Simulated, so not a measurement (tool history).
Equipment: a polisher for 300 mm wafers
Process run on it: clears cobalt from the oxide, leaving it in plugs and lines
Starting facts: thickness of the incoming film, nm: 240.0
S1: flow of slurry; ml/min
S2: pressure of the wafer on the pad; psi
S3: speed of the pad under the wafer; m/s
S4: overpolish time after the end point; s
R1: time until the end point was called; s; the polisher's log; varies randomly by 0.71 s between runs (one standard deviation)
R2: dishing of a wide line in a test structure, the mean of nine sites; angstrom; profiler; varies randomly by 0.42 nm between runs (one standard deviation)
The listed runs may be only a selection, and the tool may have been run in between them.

run	hour	S1	S2	S3	S4	R1	R2
1	0.0	255	2.2	1.24	14	40.586	304.75
2	0.9	255	2.0	1.24	12	41.931	294.98
3	4.5	255	1.5	1.24	12	51.682	272.89
4	10.4	255	1.4	1.22	10	54.050	259.17
5	12.6	255	1.4	0.96	10	69.105	214.31
6	15.0	255	1.4	0.96	16	68.810	261.42
7	18.1	270	1.5	0.92	13	68.114	261.57
8	20.3	250	1.5	0.92	12	69.435	246.18
9	22.8	230	1.5	0.96	10	67.330	233.62
10	30.1	255	1.5	0.96	9	66.382	217.49
11	34.7	325	1.4	0.96	4	68.234	125.40
12	39.0	310	1.4	0.96	4	67.589	129.08
13	39.9	300	1.4	0.96	4	67.160	122.81

Run 14 has not been measured yet. What should we expect?
14	45.5	285	1.4	0.96	5	?	?

Logged for run 14: R1 67.704 s, R2 148.19 angstrom.
